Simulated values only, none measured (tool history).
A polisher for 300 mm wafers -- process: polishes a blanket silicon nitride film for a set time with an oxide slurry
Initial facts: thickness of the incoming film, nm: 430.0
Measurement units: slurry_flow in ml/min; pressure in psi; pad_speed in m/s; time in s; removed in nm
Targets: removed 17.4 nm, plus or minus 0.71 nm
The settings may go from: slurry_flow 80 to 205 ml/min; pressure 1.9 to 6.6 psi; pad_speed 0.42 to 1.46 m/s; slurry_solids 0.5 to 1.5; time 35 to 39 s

run  hour  slurry_flow  pressure  pad_speed  slurry_solids  time  removed
  1     0          135       4.2       0.94              1    39   28.059
  2   7.4          130       3.6       0.94              1    39    25.43
  3  15.9          130       3.6       0.94            1.1    39   26.312
  4  21.2          130       3.1        0.9            1.1    39   23.573
  5  23.5          130       2.7       0.86            1.1    39    21.47
  6  26.9          130       2.4       0.84            1.1    39   20.291
  7  33.5          130       2.2       0.82            1.1    39   18.895
  8  39.1          130       2.2       0.82            1.1    39   19.016
  9  43.4          130       2.1        0.8            1.1    39   18.036

Consider the 5 candidate settings below. Which is the only one whose results all fall within their allowed miss of target?
  A  47.7          120         3       0.72            1.1    37        ?
  B  47.7          160       3.5       0.48           1.05    39        ?
  C  47.7          140       2.5       0.68           1.45    37        ?
  D  47.7          145       2.3       0.92              1    39        ?
  E  47.7          135       2.5        0.8           1.05    39        ?

move  removed
   A   18.885
   B   17.465
   C   19.222
   D   20.299
   E   19.467
A: further off than the last run
B: all results land within tolerance of their targets
C: further off than the last run
D: further off than the last run
E: further off than the last run
Correct choice: B, which meets every target
